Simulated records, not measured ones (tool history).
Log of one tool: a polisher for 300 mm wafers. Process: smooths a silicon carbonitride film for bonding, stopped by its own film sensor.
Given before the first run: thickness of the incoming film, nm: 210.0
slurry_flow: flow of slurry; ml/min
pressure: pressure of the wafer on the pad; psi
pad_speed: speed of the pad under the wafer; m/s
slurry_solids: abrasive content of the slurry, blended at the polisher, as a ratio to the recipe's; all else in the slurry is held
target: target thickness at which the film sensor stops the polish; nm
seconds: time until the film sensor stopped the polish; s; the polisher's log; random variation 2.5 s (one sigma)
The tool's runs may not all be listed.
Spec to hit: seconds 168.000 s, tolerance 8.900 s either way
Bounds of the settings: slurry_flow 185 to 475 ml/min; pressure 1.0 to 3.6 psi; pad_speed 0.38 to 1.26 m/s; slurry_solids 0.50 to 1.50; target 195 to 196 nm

| run | hour | slurry_flow | pressure | pad_speed | slurry_solids | target | seconds |
|---|---|---|---|---|---|---|---|
| 1 | 0.0 | 305 | 2.3 | 0.82 | 1.00 | 195 | 78.968 |
| 2 | 7.2 | 305 | 2.3 | 0.90 | 1.00 | 195 | 73.729 |
| 3 | 15.3 | 305 | 2.0 | 0.84 | 1.00 | 195 | 86.131 |
| 4 | 16.6 | 305 | 2.0 | 0.84 | 0.85 | 195 | 94.712 |
| 5 | 22.6 | 305 | 2.4 | 0.84 | 0.85 | 195 | 80.670 |
| 6 | 24.6 | 305 | 2.8 | 0.84 | 0.85 | 195 | 68.322 |
| 7 | 28.0 | 305 | 2.4 | 0.78 | 0.85 | 195 | 82.949 |
| 8 | 31.1 | 305 | 2.1 | 0.72 | 0.85 | 195 | 99.228 |
| 9 | 37.6 | 305 | 1.8 | 0.68 | 0.85 | 195 | 120.070 |
| 10 | 42.7 | 305 | 1.6 | 0.68 | 0.85 | 195 | 140.230 |
| 11 | 43.4 | 305 | 1.5 | 0.68 | 0.85 | 195 | 151.040 |
| 12 | 47.0 | 305 | 1.4 | 0.68 | 0.85 | 195 | 157.170 |

Which single option among these 5 for the next run brings every result within its allowed miss of target? Just one does.
| A | 50.6 | 345 | 1.6 | 0.92 | 0.50 | 195 | ? |
| B | 50.6 | 420 | 1.2 | 0.78 | 1.00 | 195 | ? |
| C | 50.6 | 305 | 1.3 | 0.72 | 0.75 | 195 | ? |
| D | 50.6 | 315 | 1.3 | 0.78 | 0.85 | 195 | ? |
| E | 50.6 | 330 | 1.2 | 0.70 | 1.05 | 196 | ? |

| move | seconds |
|---|---|
| A | 138.810 |
| B | 142.650 |
| C | 165.140 |
| D | 145.540 |
| E | 144.080 |
A: misses by more than the last run did
B: misses by more than the last run did
C: each result inside its tolerance
D: misses by more than the last run did
E: misses by more than the last run did
So the answer is move C, the one that meets all the targets.

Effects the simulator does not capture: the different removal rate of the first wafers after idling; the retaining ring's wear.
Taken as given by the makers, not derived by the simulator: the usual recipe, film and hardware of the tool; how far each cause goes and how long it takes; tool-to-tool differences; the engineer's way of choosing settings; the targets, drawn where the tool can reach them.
